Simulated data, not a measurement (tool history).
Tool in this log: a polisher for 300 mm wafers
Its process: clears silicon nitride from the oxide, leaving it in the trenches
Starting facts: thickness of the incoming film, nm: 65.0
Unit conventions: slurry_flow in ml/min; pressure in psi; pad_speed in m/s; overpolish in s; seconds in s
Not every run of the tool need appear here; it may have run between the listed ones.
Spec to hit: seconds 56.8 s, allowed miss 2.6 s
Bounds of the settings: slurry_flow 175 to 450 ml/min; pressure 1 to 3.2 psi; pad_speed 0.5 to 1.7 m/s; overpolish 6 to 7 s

run 1 hour=0 | slurry_flow=290 pressure=2.1 pad_speed=1.1 overpolish=7 | seconds=77.94
run 2 hour=8.8 | slurry_flow=290 pressure=1.8 pad_speed=1.1 overpolish=7 | seconds=86.592
run 3 hour=15.8 | slurry_flow=290 pressure=1.8 pad_speed=1.1 overpolish=6 | seconds=84.828
run 4 hour=18 | slurry_flow=290 pressure=1.3 pad_speed=1.1 overpolish=6 | seconds=104.43
run 5 hour=23.9 | slurry_flow=235 pressure=1.3 pad_speed=1.1 overpolish=6 | seconds=108.66
run 6 hour=25.8 | slurry_flow=240 pressure=1.5 pad_speed=1.1 overpolish=6 | seconds=101.11
run 7 hour=31.1 | slurry_flow=245 pressure=1.6 pad_speed=1.1 overpolish=6 | seconds=93.791
run 8 hour=33.8 | slurry_flow=245 pressure=1.7 pad_speed=1.1 overpolish=6 | seconds=91.619

Exactly one of the 4 candidate moves below puts every result within its allowed miss. Which one?
run A hour=36.5 | slurry_flow=250 pressure=1 pad_speed=0.68 overpolish=7 | seconds=?
run B hour=36.5 | slurry_flow=320 pressure=1.6 pad_speed=1.34 overpolish=7 | seconds=?
run C hour=36.5 | slurry_flow=250 pressure=1.1 pad_speed=0.7 overpolish=7 | seconds=?
run D hour=36.5 | slurry_flow=250 pressure=2.1 pad_speed=1.56 overpolish=6 | seconds=?

move=A seconds=187.97
move=B seconds=76.821
move=C seconds=174.79
move=D seconds=57.577
A: the biggest miss grows against the last run
B: closes in on the targets versus the last run, not all within tolerance yet
C: the biggest miss grows against the last run
D: every result lands within tolerance
Go with D: it meets all targets.
